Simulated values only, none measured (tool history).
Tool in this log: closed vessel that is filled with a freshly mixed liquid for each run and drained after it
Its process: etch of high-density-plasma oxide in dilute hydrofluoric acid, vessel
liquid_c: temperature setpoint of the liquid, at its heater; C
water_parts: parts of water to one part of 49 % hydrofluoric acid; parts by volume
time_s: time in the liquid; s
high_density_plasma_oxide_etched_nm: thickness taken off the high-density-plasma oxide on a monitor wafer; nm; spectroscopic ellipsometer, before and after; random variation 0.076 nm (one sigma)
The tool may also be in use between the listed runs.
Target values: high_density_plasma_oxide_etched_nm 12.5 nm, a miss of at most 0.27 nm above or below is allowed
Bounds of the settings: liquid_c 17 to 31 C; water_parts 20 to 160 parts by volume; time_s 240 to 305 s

run,hour,liquid_c,water_parts,time_s,high_density_plasma_oxide_etched_nm
1,0,23,90,305,21.82
2,7.2,22,95,305,19.973
3,12.3,21.5,100,305,18.437
4,20.2,21.5,130,305,13.784
5,24.6,21.5,130,305,13.606
6,31.5,21.5,130,240,10.744
7,33.3,22,130,240,11.103
8,40.7,22.5,130,240,11.235
9,47.1,23,130,240,11.373
10,55.2,23.5,130,240,11.551
11,60.7,24,130,240,11.84
12,68.1,24.5,130,240,12.228

Below are 5 possible settings for the next run. Only one of them brings all results inside the allowed miss of their targets. Which is it?
A,75.5,27,150,255,?
B,75.5,24,135,265,?
C,75.5,24,150,280,?
D,75.5,25,135,240,?
E,75.5,24.5,145,255,?

move,high_density_plasma_oxide_etched_nm
A,11.929
B,12.518
C,11.7
D,11.781
E,11.3
A: misses by more than the last run did
B: every result lands within tolerance
C: misses by more than the last run did
D: misses by more than the last run did
E: misses by more than the last run did
Move B is the one to make.
